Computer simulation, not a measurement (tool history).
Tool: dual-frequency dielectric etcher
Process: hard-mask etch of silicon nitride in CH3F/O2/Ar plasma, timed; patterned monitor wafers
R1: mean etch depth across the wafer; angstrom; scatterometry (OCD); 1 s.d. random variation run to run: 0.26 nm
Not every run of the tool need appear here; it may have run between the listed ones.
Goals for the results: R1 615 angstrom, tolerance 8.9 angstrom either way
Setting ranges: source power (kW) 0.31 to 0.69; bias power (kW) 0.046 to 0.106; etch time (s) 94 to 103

Run 1, hour 0: source power (kW) 0.5, bias power (kW) 0.076, etch time (s) 103. Result: R1 790.97 angstrom.
Run 2, hour 6: source power (kW) 0.55, bias power (kW) 0.076, etch time (s) 103. Result: R1 823.27 angstrom.
Run 3, hour 10.2: source power (kW) 0.6, bias power (kW) 0.076, etch time (s) 103. Result: R1 857.82 angstrom.
Run 4, hour 10.9: source power (kW) 0.6, bias power (kW) 0.076, etch time (s) 94. Result: R1 781.52 angstrom.
Run 5, hour 14.9: source power (kW) 0.53, bias power (kW) 0.076, etch time (s) 94. Result: R1 738.84 angstrom.
Run 6, hour 23.7: source power (kW) 0.53, bias power (kW) 0.076, etch time (s) 103. Result: R1 805.86 angstrom.
Run 7, hour 27.7: source power (kW) 0.43, bias power (kW) 0.061, etch time (s) 101. Result: R1 683.76 angstrom.
Run 8, hour 30.8: source power (kW) 0.33, bias power (kW) 0.056, etch time (s) 100.5. Result: R1 585.87 angstrom.

5 next moves are on the table. One of them brings every result within its allowed miss. Which?
Run A, hour 33.9: source power (kW) 0.32, bias power (kW) 0.061, etch time (s) 96.5. Result: R1 ?.
Run B, hour 33.9: source power (kW) 0.33, bias power (kW) 0.065, etch time (s) 101.5. Result: R1 ?.
Run C, hour 33.9: source power (kW) 0.31, bias power (kW) 0.063, etch time (s) 96. Result: R1 ?.
Run D, hour 33.9: source power (kW) 0.34, bias power (kW) 0.062, etch time (s) 97. Result: R1 ?.
Run E, hour 33.9: source power (kW) 0.37, bias power (kW) 0.059, etch time (s) 94. Result: R1 ?.

move      R1
   A  569.19
   B  618.02
   C  562.15
   D  591.86
   E  589.81
A: the biggest miss grows against the last run
B: every result lands within tolerance
C: the biggest miss grows against the last run
D: nearer the targets than the last run, but a result is still out of spec
E: nearer the targets than the last run, but a result is still out of spec
So the answer is move B, the one that meets all the targets.
